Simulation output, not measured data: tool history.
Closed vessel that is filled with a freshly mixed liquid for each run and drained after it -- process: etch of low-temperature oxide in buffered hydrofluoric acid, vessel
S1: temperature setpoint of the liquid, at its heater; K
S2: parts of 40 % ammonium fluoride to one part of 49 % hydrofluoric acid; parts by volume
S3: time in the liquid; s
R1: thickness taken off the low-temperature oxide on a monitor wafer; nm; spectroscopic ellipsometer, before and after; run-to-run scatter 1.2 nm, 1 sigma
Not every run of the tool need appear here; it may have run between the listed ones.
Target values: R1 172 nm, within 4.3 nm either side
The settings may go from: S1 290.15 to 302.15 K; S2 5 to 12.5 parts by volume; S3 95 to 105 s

run,day,S1,S2,S3,R1
1,0,294.15,7.5,95,267.2
2,0.133,294.15,7.5,105,293.64
3,0.175,293.65,8,105,266.69
4,0.242,293.65,9.5,105,226.85
5,0.479,292.15,9.5,105,209.79
6,0.596,291.65,9.5,105,203.48
7,0.921,291.65,9.5,105,203.5
8,1.188,290.65,10,105,186.74

Which single option among these 4 for the next run brings every result within its allowed miss of target? Just one does.
A,1.454,292.15,10,95,?
B,1.454,290.15,10.5,105,?
C,1.454,290.65,9.5,100,?
D,1.454,290.15,10,105,?

move,R1
A,185.26
B,174.31
C,185.02
D,182.79
A: closes in on the targets versus the last run, not all within tolerance yet
B: all results land within tolerance of their targets
C: closes in on the targets versus the last run, not all within tolerance yet
D: closes in on the targets versus the last run, not all within tolerance yet
The move that meets every target is B.

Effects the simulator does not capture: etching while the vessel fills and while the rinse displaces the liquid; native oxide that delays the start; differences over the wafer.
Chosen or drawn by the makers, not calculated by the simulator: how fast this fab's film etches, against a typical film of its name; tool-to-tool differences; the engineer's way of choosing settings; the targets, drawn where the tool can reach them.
